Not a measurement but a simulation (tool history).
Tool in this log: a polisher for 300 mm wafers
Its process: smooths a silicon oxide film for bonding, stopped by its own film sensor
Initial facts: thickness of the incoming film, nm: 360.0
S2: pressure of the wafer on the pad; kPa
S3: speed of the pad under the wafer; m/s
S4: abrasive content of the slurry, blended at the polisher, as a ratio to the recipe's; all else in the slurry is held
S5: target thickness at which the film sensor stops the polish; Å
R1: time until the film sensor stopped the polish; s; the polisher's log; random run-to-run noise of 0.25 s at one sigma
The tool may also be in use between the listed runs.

{"run": 1, "hour": 0.0, "flow of slurry (ml/min)": 190, "S2": 11.7, "S3": 0.94, "S4": 1, "S5": 3350, "R1": 46.534}
{"run": 2, "hour": 7.6, "flow of slurry (ml/min)": 195, "S2": 13.1, "S3": 0.94, "S4": 1, "S5": 3350, "R1": 42.435}
{"run": 3, "hour": 14.9, "flow of slurry (ml/min)": 195, "S2": 13.1, "S3": 0.94, "S4": 1, "S5": 3350, "R1": 42.01}
{"run": 4, "hour": 22.1, "flow of slurry (ml/min)": 195, "S2": 13.1, "S3": 1.16, "S4": 1, "S5": 3350, "R1": 38.159}
{"run": 5, "hour": 23.4, "flow of slurry (ml/min)": 195, "S2": 14.5, "S3": 1.16, "S4": 1, "S5": 3350, "R1": 34.428}
{"run": 6, "hour": 28.0, "flow of slurry (ml/min)": 195, "S2": 14.5, "S3": 1.16, "S4": 1, "S5": 3350, "R1": 33.964}
{"run": 7, "hour": 34.4, "flow of slurry (ml/min)": 195, "S2": 15.2, "S3": 1.16, "S4": 1, "S5": 3350, "R1": 33.143}

Run 8, settings as shown, results not yet in. Your forecast:
{"run": 8, "hour": 36.4, "flow of slurry (ml/min)": 195, "S2": 15.2, "S3": 1.16, "S4": 1, "S5": 3350, "R1": "?"}

R1: 32.695 s
